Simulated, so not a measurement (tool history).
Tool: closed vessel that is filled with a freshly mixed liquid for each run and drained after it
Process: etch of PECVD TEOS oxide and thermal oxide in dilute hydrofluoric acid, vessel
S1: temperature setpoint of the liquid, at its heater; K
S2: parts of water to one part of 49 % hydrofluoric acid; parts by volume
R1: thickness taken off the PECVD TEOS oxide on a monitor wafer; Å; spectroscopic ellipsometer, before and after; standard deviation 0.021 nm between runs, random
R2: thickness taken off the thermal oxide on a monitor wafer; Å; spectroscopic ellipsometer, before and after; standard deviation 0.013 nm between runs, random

Run 1, hour 0: S1 295.15 K, S2 290 parts by volume, time in the liquid (s) 155. Result: R1 84.623 Å, R2 20.911 Å.
Run 2, hour 4.3: S1 295.15 K, S2 390 parts by volume, time in the liquid (s) 155. Result: R1 58.034 Å, R2 14.683 Å.
Run 3, hour 10.4: S1 293.65 K, S2 425 parts by volume, time in the liquid (s) 155. Result: R1 49.106 Å, R2 12.17 Å.
Run 4, hour 18.8: S1 292.15 K, S2 425 parts by volume, time in the liquid (s) 155. Result: R1 46.21 Å, R2 11.616 Å.
Run 5, hour 25.6: S1 291.65 K, S2 450 parts by volume, time in the liquid (s) 155. Result: R1 42.671 Å, R2 10.653 Å.
Run 6, hour 26.8: S1 291.15 K, S2 470 parts by volume, time in the liquid (s) 155. Result: R1 39.323 Å, R2 9.7456 Å.
Run 7, hour 31: S1 291.15 K, S2 485 parts by volume, time in the liquid (s) 155. Result: R1 37.371 Å, R2 9.2726 Å.
Run 8, hour 36.7: S1 291.15 K, S2 495 parts by volume, time in the liquid (s) 155. Result: R1 36.117 Å, R2 9.3028 Å.
Run 9, hour 37.8: S1 290.65 K, S2 500 parts by volume, time in the liquid (s) 155. Result: R1 35.159 Å, R2 9.2094 Å.
At hour 45.3: hydrofluoric acid flow meter replaced.
Run 10, hour 45.3: S1 290.65 K, S2 505 parts by volume, time in the liquid (s) 150. Result: R1 29.097 Å, R2 7.2192 Å.
Run 11, hour 50.2: S1 290.65 K, S2 505 parts by volume, time in the liquid (s) 150. Result: R1 29.388 Å, R2 7.5536 Å.

What will run 12 give?
Run 12, hour 55.7: S1 291.65 K, S2 505 parts by volume, time in the liquid (s) 150. Result: R1 ?, R2 ?.

R1: 30.25 Å
R2: 7.6074 Å
